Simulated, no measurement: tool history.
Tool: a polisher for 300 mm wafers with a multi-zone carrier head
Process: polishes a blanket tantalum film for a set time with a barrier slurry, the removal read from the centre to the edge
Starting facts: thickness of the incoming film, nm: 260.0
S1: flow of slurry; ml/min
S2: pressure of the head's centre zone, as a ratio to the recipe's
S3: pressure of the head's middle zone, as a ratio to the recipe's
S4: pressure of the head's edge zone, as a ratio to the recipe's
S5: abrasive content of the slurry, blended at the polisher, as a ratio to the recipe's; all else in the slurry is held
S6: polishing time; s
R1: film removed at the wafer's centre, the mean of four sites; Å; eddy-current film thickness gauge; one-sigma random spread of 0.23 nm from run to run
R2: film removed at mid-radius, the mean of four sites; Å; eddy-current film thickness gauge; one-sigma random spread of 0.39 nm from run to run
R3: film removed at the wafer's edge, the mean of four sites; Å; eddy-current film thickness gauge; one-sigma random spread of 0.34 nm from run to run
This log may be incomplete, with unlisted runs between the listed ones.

Run 1, day 0.000: S1 190 ml/min, S2 1.00, S3 1.00, S4 1.00, S5 1.00, S6 34 s. Result: R1 411.79 Å, R2 404.49 Å, R3 411.52 Å.
Run 2, day 0.346: S1 190 ml/min, S2 1.07, S3 1.00, S4 1.00, S5 1.00, S6 34 s. Result: R1 441.41 Å, R2 412.68 Å, R3 411.12 Å.
Run 3, day 0.462: S1 190 ml/min, S2 1.07, S3 1.00, S4 1.00, S5 1.00, S6 26 s. Result: R1 331.72 Å, R2 315.68 Å, R3 316.02 Å.
Run 4, day 0.604: S1 190 ml/min, S2 1.07, S3 1.00, S4 1.00, S5 1.15, S6 26 s. Result: R1 347.33 Å, R2 324.33 Å, R3 325.32 Å.
Run 5, day 0.954: S1 180 ml/min, S2 1.04, S3 1.01, S4 0.99, S5 1.15, S6 26 s. Result: R1 334.75 Å, R2 327.26 Å, R3 328.56 Å.
Run 6, day 0.996: S1 180 ml/min, S2 1.04, S3 0.93, S4 0.99, S5 1.15, S6 26 s. Result: R1 331.13 Å, R2 301.39 Å, R3 323.76 Å.

What will run 7 give?
Run 7, day 1.108: S1 175 ml/min, S2 1.02, S3 0.96, S4 0.97, S5 1.15, S6 26 s. Result: R1 ?, R2 ?, R3 ?.

{"run 7": {"R1": 324.96, "R2": 307.14, "R3": 319.62}}

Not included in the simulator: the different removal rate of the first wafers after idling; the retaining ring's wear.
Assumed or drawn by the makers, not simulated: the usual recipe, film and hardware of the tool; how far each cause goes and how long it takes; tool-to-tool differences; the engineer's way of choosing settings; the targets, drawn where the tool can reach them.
